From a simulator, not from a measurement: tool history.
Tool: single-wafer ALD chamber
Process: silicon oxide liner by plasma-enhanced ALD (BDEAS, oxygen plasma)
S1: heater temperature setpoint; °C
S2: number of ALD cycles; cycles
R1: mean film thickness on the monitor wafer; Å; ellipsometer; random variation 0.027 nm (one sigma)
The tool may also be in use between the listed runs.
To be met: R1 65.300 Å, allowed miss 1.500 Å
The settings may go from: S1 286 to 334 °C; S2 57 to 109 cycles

{"run": 1, "hour": 0.0, "S1": 310, "S2": 83, "R1": 78.618}
{"run": 2, "hour": 6.0, "S1": 310, "S2": 78, "R1": 73.922}
{"run": 3, "hour": 9.1, "S1": 310, "S2": 71, "R1": 67.611}
{"run": 4, "hour": 14.1, "S1": 301, "S2": 71, "R1": 68.506}
{"run": 5, "hour": 19.8, "S1": 308, "S2": 71, "R1": 67.589}
{"run": 6, "hour": 26.3, "S1": 308, "S2": 62, "R1": 59.421}
{"run": 7, "hour": 31.7, "S1": 307, "S2": 64, "R1": 60.797}
{"run": 8, "hour": 37.2, "S1": 306, "S2": 66, "R1": 63.416}

Which of these 4 next moves meets every target?
{"run": "A", "hour": 42.7, "S1": 294, "S2": 63, "R1": "?"}
{"run": "B", "hour": 42.7, "S1": 308, "S2": 65, "R1": "?"}
{"run": "C", "hour": 42.7, "S1": 306, "S2": 64, "R1": "?"}
{"run": "D", "hour": 42.7, "S1": 314, "S2": 69, "R1": "?"}

move=A R1=62.549
move=B R1=62.191
move=C R1=61.420
move=D R1=65.416
A: further off than the last run
B: further off than the last run
C: further off than the last run
D: meets every target
Answer: D
